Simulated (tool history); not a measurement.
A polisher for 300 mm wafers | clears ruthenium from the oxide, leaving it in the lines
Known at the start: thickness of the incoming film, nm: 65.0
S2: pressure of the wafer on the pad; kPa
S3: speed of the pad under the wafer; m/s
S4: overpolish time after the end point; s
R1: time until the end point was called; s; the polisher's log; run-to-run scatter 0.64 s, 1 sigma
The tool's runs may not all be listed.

{"run": 1, "hour": 0.0, "flow of slurry (ml/min)": 300, "S2": 12.4, "S3": 0.84, "S4": 50, "R1": 70.09}
{"run": 2, "hour": 3.3, "flow of slurry (ml/min)": 300, "S2": 12.4, "S3": 0.84, "S4": 54, "R1": 68.345}
{"run": 3, "hour": 4.0, "flow of slurry (ml/min)": 300, "S2": 13.8, "S3": 0.84, "S4": 54, "R1": 62.781}
{"run": 4, "hour": 4.6, "flow of slurry (ml/min)": 270, "S2": 13.8, "S3": 0.84, "S4": 54, "R1": 63.881}
{"run": 5, "hour": 10.3, "flow of slurry (ml/min)": 270, "S2": 13.8, "S3": 0.72, "S4": 54, "R1": 69.873}
{"run": 6, "hour": 16.0, "flow of slurry (ml/min)": 270, "S2": 14.5, "S3": 0.72, "S4": 54, "R1": 69.034}
{"run": 7, "hour": 19.6, "flow of slurry (ml/min)": 270, "S2": 15.2, "S3": 0.72, "S4": 54, "R1": 64.513}

Run 8 is up next; what results do you expect?
{"run": 8, "hour": 20.6, "flow of slurry (ml/min)": 270, "S2": 15.2, "S3": 0.72, "S4": 54, "R1": "?"}

{"run 8": {"R1": 64.204}}
